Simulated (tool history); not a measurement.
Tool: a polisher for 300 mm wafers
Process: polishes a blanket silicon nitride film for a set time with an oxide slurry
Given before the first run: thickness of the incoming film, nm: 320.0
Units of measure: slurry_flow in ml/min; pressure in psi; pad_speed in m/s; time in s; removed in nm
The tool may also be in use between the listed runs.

run 1 day=0.000 | slurry_flow=200 pressure=4.5 pad_speed=1.38 slurry_solids=1.0 time=78 | removed=68.561
run 2 day=0.100 | slurry_flow=195 pressure=4.2 pad_speed=1.38 slurry_solids=1.0 time=78 | removed=63.718
run 3 day=0.475 | slurry_flow=195 pressure=4.2 pad_speed=1.38 slurry_solids=1.1 time=78 | removed=65.473
run 4 day=0.692 | slurry_flow=195 pressure=4.2 pad_speed=1.38 slurry_solids=1.0 time=78 | removed=62.716
run 5 day=1.058 | slurry_flow=195 pressure=4.2 pad_speed=1.38 slurry_solids=1.2 time=78 | removed=68.315
run 6 day=1.342 | slurry_flow=195 pressure=3.2 pad_speed=1.38 slurry_solids=1.2 time=78 | removed=51.839
run 7 day=1.538 | slurry_flow=190 pressure=3.1 pad_speed=1.38 slurry_solids=1.2 time=78 | removed=50.815
run 8 day=1.808 | slurry_flow=185 pressure=3.1 pad_speed=1.38 slurry_solids=1.2 time=78 | removed=50.012
run 9 day=2.162 | slurry_flow=180 pressure=3.1 pad_speed=1.38 slurry_solids=1.2 time=78 | removed=49.500

Forecast run 10:
run 10 day=2.362 | slurry_flow=175 pressure=3.1 pad_speed=1.38 slurry_solids=1.2 time=78 | removed=?

removed: 49.397 nm

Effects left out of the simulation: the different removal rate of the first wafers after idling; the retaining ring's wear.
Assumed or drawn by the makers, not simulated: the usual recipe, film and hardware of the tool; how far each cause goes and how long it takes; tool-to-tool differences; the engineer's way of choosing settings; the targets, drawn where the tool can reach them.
